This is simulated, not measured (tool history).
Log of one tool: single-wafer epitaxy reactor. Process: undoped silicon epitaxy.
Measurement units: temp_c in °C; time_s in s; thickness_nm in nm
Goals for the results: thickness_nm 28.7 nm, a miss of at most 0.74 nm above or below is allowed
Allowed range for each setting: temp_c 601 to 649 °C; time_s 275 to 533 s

run    day  temp_c  time_s  thickness_nm
  1      0     625     404        36.225
  2  0.079     624     404         35.68
  3  0.304     624     446         39.68
  4    0.4     624     496         43.87
  5  0.638     622     495        41.633
  6   0.75     620     495         39.95
  7  0.821     620     495        39.964
  8  1.112     618     495         38.21
  9  1.321     616     495        36.515
 10  1.362     615     495         35.84
 11  1.629     614     495        35.092
 12  1.775     613     495        34.396
 13  1.996     612     495        32.991
 14   2.35     611     495         32.41
 15   2.45     610     495        31.884
 16  2.708     610     495        31.625
 17    2.9     609     495         30.83
 18  3.196     607     495        29.745

5 candidate next runs follow, results not yet known. Just one meets every target within its allowed miss. Identify it.
  A  3.492     607     527             ?
  B  3.492     606     516             ?
  C  3.492     607     486             ?
  D  3.492     608     512             ?
  E  3.492     611     476             ?

move  thickness_nm
   A        31.344
   B        29.978
   C        28.906
   D        31.174
   E        31.084
A: lands further from the targets than the last run did
B: lands further from the targets than the last run did
C: each result inside its tolerance
D: lands further from the targets than the last run did
E: lands further from the targets than the last run did
Go with C: it meets all targets.

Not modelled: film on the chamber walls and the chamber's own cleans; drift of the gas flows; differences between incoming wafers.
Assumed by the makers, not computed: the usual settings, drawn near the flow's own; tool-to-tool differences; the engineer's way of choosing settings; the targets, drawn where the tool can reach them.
